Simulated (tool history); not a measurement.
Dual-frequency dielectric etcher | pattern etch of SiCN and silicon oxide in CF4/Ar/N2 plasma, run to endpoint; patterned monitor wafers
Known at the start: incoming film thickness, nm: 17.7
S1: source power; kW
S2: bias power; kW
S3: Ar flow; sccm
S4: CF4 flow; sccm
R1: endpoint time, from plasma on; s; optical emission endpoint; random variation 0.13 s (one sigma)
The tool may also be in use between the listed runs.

run	hour	S1	S2	S3	S4	R1
1	0.0	0.460	0.088	92	66	20.318
2	7.5	0.460	0.088	92	78	19.579
3	16.3	0.500	0.089	92	78	17.708
4	21.6	0.540	0.089	92	78	16.260
5	28.3	0.550	0.089	92	78	15.819
6	33.4	0.550	0.082	92	78	16.681
7	36.7	0.570	0.082	92	78	15.992

Run 8 comes next. What will it give?
8	39.9	0.580	0.082	92	78	?

{"run 8": {"R1": 15.693}}
